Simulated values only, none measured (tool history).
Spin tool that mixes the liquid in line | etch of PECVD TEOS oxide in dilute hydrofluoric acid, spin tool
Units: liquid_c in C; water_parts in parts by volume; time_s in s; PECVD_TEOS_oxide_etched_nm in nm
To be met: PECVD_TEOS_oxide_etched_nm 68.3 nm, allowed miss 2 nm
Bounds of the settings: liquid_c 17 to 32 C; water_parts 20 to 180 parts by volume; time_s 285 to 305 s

run,day,liquid_c,water_parts,time_s,PECVD_TEOS_oxide_etched_nm
1,0,24,100,285,35.519
2,0.117,26,90,285,42.926
3,0.442,22.5,90,285,37.386
4,0.792,24.5,90,285,40.464
5,0.971,26.5,85,285,46.304
6,1.042,26.5,110,285,35.287
# day 1.067: thermometer replaced
7,1.067,28,95,285,46.993
8,1.4,28,95,285,46.926
9,1.496,29,90,285,52.084
10,1.721,32,75,285,71.157

Which of these 5 next moves meets every target?
A,1.946,23.5,55,295,?
B,1.946,32,75,295,?
C,1.946,32,75,305,?
D,1.946,29.5,70,295,?
E,1.946,31,75,285,?

move,PECVD_TEOS_oxide_etched_nm
A,74.171
B,73.911
C,76.417
D,72.527
E,68.754
A: further off than the last run
B: further off than the last run
C: further off than the last run
D: further off than the last run
E: meets every target
The right move is E.
